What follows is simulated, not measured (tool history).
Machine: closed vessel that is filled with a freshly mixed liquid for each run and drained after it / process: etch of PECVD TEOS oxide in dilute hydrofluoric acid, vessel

| run | hour | temperature setpoint of the liquid (C) | parts of water to one part of 49 % hydrofluoric acid (parts by volume) | time in the liquid (s) | thickness taken off the PECVD TEOS oxide on a monitor wafer (Å) |
|---|---|---|---|---|---|
| 1 | 0 | 25 | 180 | 345 | 156.5 |
| 2 | 4.7 | 25 | 215 | 345 | 126.03 |
| 3 | 11.7 | 26.5 | 205 | 345 | 140.62 |
| 4 | 13.8 | 26.5 | 205 | 370 | 150.7 |
| 5 | 17.5 | 25 | 205 | 370 | 144.25 |
| 6 | 21.6 | 26.5 | 200 | 370 | 155.74 |
| 7 | 27.3 | 27.5 | 190 | 370 | 171.05 |
| 8 | 32.4 | 28.5 | 185 | 370 | 181.17 |
| 9 | 35.3 | 29.5 | 180 | 370 | 194.83 |
| 10 | 36.4 | 30 | 175 | 370 | 206.58 |
| 11 | 43.6 | 30.5 | 175 | 370 | 209.69 |
| 12 | 51.2 | 31 | 175 | 370 | 213.36 |
| 13 | 59.2 | 31.5 | 175 | 370 | 216.91 |
| 14 | 59.7 | 31.5 | 175 | 370 | 218.1 |

What will run 15 give?
| 15 | 62.3 | 32 | 175 | 370 | ? |

thickness taken off the PECVD TEOS oxide on a monitor wafer (Å): 219.25
